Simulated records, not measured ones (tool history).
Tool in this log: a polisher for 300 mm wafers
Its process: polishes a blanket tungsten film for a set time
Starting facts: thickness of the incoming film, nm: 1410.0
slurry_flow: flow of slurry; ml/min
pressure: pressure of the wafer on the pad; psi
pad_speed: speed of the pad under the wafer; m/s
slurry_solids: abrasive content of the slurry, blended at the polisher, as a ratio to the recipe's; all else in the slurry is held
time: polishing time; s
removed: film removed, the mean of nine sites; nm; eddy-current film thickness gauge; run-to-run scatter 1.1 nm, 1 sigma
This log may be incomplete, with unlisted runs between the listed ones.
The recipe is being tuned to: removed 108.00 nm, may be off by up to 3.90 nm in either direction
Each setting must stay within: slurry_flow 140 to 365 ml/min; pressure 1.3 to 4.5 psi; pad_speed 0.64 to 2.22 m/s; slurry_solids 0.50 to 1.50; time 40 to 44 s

run,hour,slurry_flow,pressure,pad_speed,slurry_solids,time,removed
1,0.0,235,2.9,1.42,1.00,44,216.43
2,6.4,235,2.9,1.42,0.85,44,209.92
3,12.7,235,2.9,1.12,0.85,44,177.62
4,14.1,235,2.9,1.12,0.85,40,160.33
5,16.4,180,2.9,1.12,0.85,40,153.56
6,21.4,175,2.7,1.12,0.85,40,142.56
7,22.6,170,2.6,1.12,0.85,40,136.08
8,26.4,165,2.5,1.12,0.85,40,131.46
9,31.0,165,2.4,1.12,0.85,40,124.98
10,35.8,165,2.3,1.12,0.85,40,119.82
11,40.2,160,2.2,1.12,0.85,40,115.51

5 candidate next runs follow, results not yet known. Just one meets every target within its allowed miss. Identify it.
A,44.6,220,2.0,1.26,0.70,44,?
B,44.6,190,2.4,0.86,1.15,41,?
C,44.6,175,1.9,1.10,0.75,44,?
D,44.6,145,2.2,1.20,0.75,44,?
E,44.6,200,1.7,1.28,0.80,40,?

move,removed
A,127.16
B,117.16
C,107.59
D,126.63
E,101.03
A: moves away from the targets compared with the last run
B: moves away from the targets compared with the last run
C: in spec on every target
D: moves away from the targets compared with the last run
E: the result that was furthest off in the last run now lies on the other side of its target
Answer: C
